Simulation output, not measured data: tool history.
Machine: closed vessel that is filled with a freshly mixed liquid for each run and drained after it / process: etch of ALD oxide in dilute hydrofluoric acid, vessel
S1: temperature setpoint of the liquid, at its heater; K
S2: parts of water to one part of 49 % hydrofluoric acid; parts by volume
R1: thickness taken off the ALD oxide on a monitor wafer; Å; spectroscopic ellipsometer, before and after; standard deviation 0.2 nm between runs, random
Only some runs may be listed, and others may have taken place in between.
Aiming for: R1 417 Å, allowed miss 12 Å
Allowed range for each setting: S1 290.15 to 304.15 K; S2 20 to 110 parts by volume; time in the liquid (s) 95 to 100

run 1 day=0 | S1=296.15 S2=60 time_in_the_liquid_(s)=95 | R1=229.75
run 2 day=0.158 | S1=296.15 S2=60 time_in_the_liquid_(s)=95 | R1=230.98
run 3 day=0.308 | S1=293.65 S2=60 time_in_the_liquid_(s)=95 | R1=208.46
run 4 day=0.625 | S1=293.65 S2=40 time_in_the_liquid_(s)=95 | R1=321.15
run 5 day=0.867 | S1=294.65 S2=40 time_in_the_liquid_(s)=95 | R1=331.99
run 6 day=0.921 | S1=295.65 S2=40 time_in_the_liquid_(s)=95 | R1=350.27
run 7 day=0.962 | S1=296.15 S2=40 time_in_the_liquid_(s)=95 | R1=356.38
-- day=1.246 thermometer replaced
run 8 day=1.246 | S1=296.65 S2=40 time_in_the_liquid_(s)=95 | R1=334.33
run 9 day=1.512 | S1=297.15 S2=40 time_in_the_liquid_(s)=95 | R1=342.96
run 10 day=1.65 | S1=297.65 S2=40 time_in_the_liquid_(s)=95 | R1=351.19
run 11 day=1.958 | S1=298.15 S2=40 time_in_the_liquid_(s)=95 | R1=358.11
run 12 day=2.038 | S1=298.65 S2=40 time_in_the_liquid_(s)=95 | R1=364.41
run 13 day=2.35 | S1=299.15 S2=40 time_in_the_liquid_(s)=95 | R1=373.89
run 14 day=2.392 | S1=299.65 S2=40 time_in_the_liquid_(s)=95 | R1=379.45
run 15 day=2.683 | S1=300.15 S2=40 time_in_the_liquid_(s)=95 | R1=389.57
run 16 day=2.871 | S1=300.65 S2=40 time_in_the_liquid_(s)=95 | R1=396.03

Pick the move, out of 4, that brings all results within their allowed miss; only one does.
run A day=3.058 | S1=301.65 S2=40 time_in_the_liquid_(s)=95 | R1=?
run B day=3.058 | S1=303.15 S2=45 time_in_the_liquid_(s)=95 | R1=?
run C day=3.058 | S1=298.15 S2=40 time_in_the_liquid_(s)=100 | R1=?
run D day=3.058 | S1=297.15 S2=35 time_in_the_liquid_(s)=95 | R1=?

move=A R1=414.76
move=B R1=388.35
move=C R1=378.72
move=D R1=397.19
A: every result lands within tolerance
B: misses by more than the last run did
C: misses by more than the last run did
D: moves toward the targets from the last run without getting all of them in spec
A meets every target.
